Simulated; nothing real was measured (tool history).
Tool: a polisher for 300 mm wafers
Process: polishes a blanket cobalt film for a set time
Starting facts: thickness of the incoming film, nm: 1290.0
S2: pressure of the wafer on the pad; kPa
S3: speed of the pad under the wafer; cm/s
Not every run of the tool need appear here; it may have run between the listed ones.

run 1 hour=0.0 | flow_of_slurry_(ml/min)=160 S2=13.8 S3=104 polishing_time_(s)=56 | film_removed_(nm)=247.74
run 2 hour=4.4 | flow_of_slurry_(ml/min)=160 S2=12.4 S3=104 polishing_time_(s)=56 | film_removed_(nm)=225.92
run 3 hour=9.3 | flow_of_slurry_(ml/min)=180 S2=12.4 S3=104 polishing_time_(s)=56 | film_removed_(nm)=233.49
run 4 hour=13.3 | flow_of_slurry_(ml/min)=180 S2=12.4 S3=86 polishing_time_(s)=56 | film_removed_(nm)=190.69
run 5 hour=14.8 | flow_of_slurry_(ml/min)=180 S2=12.4 S3=86 polishing_time_(s)=56 | film_removed_(nm)=190.65
run 6 hour=16.1 | flow_of_slurry_(ml/min)=180 S2=12.4 S3=86 polishing_time_(s)=56 | film_removed_(nm)=189.68
run 7 hour=20.6 | flow_of_slurry_(ml/min)=175 S2=11.7 S3=86 polishing_time_(s)=56 | film_removed_(nm)=177.36
run 8 hour=24.2 | flow_of_slurry_(ml/min)=170 S2=11.7 S3=86 polishing_time_(s)=56 | film_removed_(nm)=175.59
run 9 hour=27.6 | flow_of_slurry_(ml/min)=165 S2=11.7 S3=86 polishing_time_(s)=56 | film_removed_(nm)=176.31

Run 10 has not been measured yet. What should we expect?
run 10 hour=33.8 | flow_of_slurry_(ml/min)=160 S2=11.7 S3=86 polishing_time_(s)=56 | film_removed_(nm)=?

For run 10 the tool returned film removed (nm) 175.26.
